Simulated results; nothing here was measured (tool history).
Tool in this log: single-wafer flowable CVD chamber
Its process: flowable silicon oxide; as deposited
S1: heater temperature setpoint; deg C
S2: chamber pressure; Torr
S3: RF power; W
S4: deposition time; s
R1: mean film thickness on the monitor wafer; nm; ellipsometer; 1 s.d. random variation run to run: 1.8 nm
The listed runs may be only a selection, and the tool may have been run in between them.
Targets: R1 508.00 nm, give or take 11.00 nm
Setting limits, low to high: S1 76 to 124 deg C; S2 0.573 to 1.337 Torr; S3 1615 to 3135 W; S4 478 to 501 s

run    day   S1     S2    S3   S4      R1
  1  0.000  100  0.955  2375  501  442.64
  2  0.300  100  0.955  2375  478  420.69
  3  0.462   91  0.955  2375  478  591.37
  4  0.558   92  0.955  2375  478  569.41
  5  0.783   93  0.955  2375  478  546.61
  6  0.950   93  0.955  2375  501  579.02
  7  1.192   94  0.955  2375  501  555.23
  8  1.296   95  0.955  2375  501  533.57

Exercise: of the 5 proposed moves below, exactly one satisfies all targets within the stated allowed misses. Which move is it?
  A  1.400  84  0.675  2340  485   ?
  B  1.400  95  0.911  2315  501   ?
  C  1.400  92  0.873  2135  491   ?
  D  1.400  97  1.035  2435  501   ?
  E  1.400  96  1.041  2165  490   ?

move      R1
   A  545.96
   B  511.22
   C  535.87
   D  539.16
   E  545.09
A: moves away from the targets compared with the last run
B: every result within its allowed miss
C: moves away from the targets compared with the last run
D: moves away from the targets compared with the last run
E: moves away from the targets compared with the last run
Move B is the one to make.
